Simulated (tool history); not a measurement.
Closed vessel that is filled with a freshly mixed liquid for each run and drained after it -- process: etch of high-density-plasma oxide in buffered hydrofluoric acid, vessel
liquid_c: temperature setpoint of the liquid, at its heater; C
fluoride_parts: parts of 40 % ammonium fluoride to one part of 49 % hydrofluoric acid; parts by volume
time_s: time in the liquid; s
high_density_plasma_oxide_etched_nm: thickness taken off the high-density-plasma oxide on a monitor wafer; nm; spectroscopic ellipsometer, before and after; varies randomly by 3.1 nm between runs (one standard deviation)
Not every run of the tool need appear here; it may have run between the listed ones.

run	day	liquid_c	fluoride_parts	time_s	high_density_plasma_oxide_etched_nm
1	0.000	20	10.5	95	224.74
2	0.154	20	10.5	105	246.49
3	0.358	20	11.5	105	227.47
4	0.612	20	14.5	105	182.08
5	0.704	21	14.0	105	196.12
6	0.808	22	13.5	105	216.14

Estimate the outcome of run 7 from the log above:
7	1.079	23	13.0	105	?

high_density_plasma_oxide_etched_nm: 239.99 nm

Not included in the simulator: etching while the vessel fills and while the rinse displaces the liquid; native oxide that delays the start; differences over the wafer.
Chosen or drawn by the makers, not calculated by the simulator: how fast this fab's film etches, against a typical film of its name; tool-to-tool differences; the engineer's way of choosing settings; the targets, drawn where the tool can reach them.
